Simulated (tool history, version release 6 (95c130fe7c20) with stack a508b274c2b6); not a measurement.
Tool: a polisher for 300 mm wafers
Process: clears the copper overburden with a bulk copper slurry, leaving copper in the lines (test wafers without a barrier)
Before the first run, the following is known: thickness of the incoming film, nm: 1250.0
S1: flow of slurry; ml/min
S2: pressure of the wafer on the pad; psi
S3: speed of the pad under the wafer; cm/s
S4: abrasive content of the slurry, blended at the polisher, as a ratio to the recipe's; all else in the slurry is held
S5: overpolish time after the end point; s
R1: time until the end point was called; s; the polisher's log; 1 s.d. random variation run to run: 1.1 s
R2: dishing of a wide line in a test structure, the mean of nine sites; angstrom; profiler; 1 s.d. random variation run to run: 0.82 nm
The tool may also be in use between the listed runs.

run  hour   S1   S2   S3   S4  S5      R1      R2
  1   0.0  240  2.5  118  1.0  19  151.33  628.61
  2   6.4  245  2.6  118  1.0  20  144.68  657.06
  3  13.3  245  2.2  118  1.0  20  170.80  591.78
  4  21.9  245  2.2  118  1.0  14  170.21  502.86
  5  24.4  245  1.7  118  1.0  14  215.69  417.10
  6  32.1  245  1.7  118  1.0   7  214.17  259.97
  7  39.3  225  2.4  110  1.0  16  171.90  537.63
  8  47.8  245  2.6  110  1.0  17  156.45  596.30

What will run 9 give?
  9  56.3  250  2.7  110  1.0  17   ?   ?

R1: 147.04 s
R2: 623.37 angstrom

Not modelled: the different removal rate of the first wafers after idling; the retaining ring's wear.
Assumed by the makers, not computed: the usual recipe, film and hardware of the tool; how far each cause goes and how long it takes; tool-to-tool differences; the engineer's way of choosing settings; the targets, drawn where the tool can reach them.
